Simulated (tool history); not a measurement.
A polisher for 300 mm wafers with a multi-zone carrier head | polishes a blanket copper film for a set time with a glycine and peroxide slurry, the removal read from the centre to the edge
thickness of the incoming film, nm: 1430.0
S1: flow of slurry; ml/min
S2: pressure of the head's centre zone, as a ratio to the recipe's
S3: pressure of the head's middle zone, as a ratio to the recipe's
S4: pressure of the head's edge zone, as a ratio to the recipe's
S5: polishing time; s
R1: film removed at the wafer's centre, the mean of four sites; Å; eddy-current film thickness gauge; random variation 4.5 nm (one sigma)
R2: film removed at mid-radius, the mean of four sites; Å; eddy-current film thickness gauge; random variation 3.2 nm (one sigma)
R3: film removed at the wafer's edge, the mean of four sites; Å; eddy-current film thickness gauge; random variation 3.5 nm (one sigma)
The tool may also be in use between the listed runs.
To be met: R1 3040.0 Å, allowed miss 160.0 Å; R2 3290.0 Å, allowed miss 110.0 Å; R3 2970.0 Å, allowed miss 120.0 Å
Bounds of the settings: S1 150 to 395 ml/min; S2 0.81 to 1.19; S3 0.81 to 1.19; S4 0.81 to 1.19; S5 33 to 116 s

run  hour   S1    S2    S3    S4  S5      R1      R2      R3
  1   0.0  250  1.00  1.00  1.00  74  4159.9  4155.4  4086.8
  2   2.2  250  0.99  1.00  0.98  70  3863.1  3929.7  3920.2
  3   3.7  250  0.99  0.94  0.98  70  3874.1  3767.4  3928.4
  4  12.1  250  0.99  0.97  0.96  66  3607.7  3635.6  3610.8
  5  17.2  250  0.99  0.91  0.96  66  3738.0  3525.1  3606.9
  6  19.5  300  0.99  0.91  0.96  66  3634.2  3524.4  3736.8
  7  23.0  290  0.98  0.92  0.93  64  3660.5  3446.7  3476.3
  8  25.9  290  0.95  0.94  0.92  63  3402.3  3496.3  3449.1
  9  33.5  285  0.94  0.94  0.90  62  3248.8  3375.7  3374.9
 10  42.1  280  0.94  0.95  0.88  61  3226.5  3289.3  3271.1
 11  46.2  280  0.94  0.98  0.87  60  3243.5  3411.5  3246.1
 12  52.6  260  0.93  1.00  0.81  55  2937.2  3134.1  2812.4

Which of these 4 next moves meets every target?
  A  59.0  325  1.05  1.07  0.81  50   ?   ?   ?
  B  59.0  270  0.97  1.01  0.81  51   ?   ?   ?
  C  59.0  195  0.93  0.99  0.81  60   ?   ?   ?
  D  59.0  230  0.97  0.92  0.96  54   ?   ?   ?

move      R1      R2      R3
   A  2998.3  3066.2  2644.3
   B  2765.8  2943.7  2661.7
   C  2976.7  3274.5  3036.5
   D  2866.2  2858.1  2996.2
A: further off than the last run
B: further off than the last run
C: meets every target
D: further off than the last run
Move C is the one to make.

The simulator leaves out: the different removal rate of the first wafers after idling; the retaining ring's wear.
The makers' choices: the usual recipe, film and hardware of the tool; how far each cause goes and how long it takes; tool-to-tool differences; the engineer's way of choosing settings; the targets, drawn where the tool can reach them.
